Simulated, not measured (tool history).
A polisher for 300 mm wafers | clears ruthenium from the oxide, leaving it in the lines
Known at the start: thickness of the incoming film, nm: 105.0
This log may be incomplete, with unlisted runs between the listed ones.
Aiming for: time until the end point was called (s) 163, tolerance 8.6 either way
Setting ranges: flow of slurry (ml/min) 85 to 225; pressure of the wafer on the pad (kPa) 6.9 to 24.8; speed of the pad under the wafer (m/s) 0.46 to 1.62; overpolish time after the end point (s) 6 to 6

run	day	flow of slurry (ml/min)	pressure of the wafer on the pad (kPa)	speed of the pad under the wafer (m/s)	overpolish time after the end point (s)	time until the end point was called (s)
1	0	145	15.9	1.04	6	92.085
2	0.2	145	13.1	1.02	6	114.76
3	0.354	145	11.7	1.02	6	124.29
4	0.429	145	11.7	1.26	6	103.45
5	0.688	145	10.3	1.22	6	116.29
6	0.796	145	9	1.18	6	138.37
7	1.112	140	6.9	1.18	6	178.72
8	1.208	145	6.9	1.18	6	178.99

Which single option among these 4 for the next run brings every result within its allowed miss of target? Just one does.
A	1.304	175	8.3	1.06	6	?
B	1.304	140	6.9	1.06	6	?
C	1.304	115	8.3	0.98	6	?
D	1.304	190	6.9	0.96	6	?

move	time until the end point was called (s)
A	163.69
B	201.75
C	191.07
D	211.27
A: in spec on every target
B: misses by more than the last run did
C: misses by more than the last run did
D: misses by more than the last run did
So the answer is move A, the one that meets all the targets.
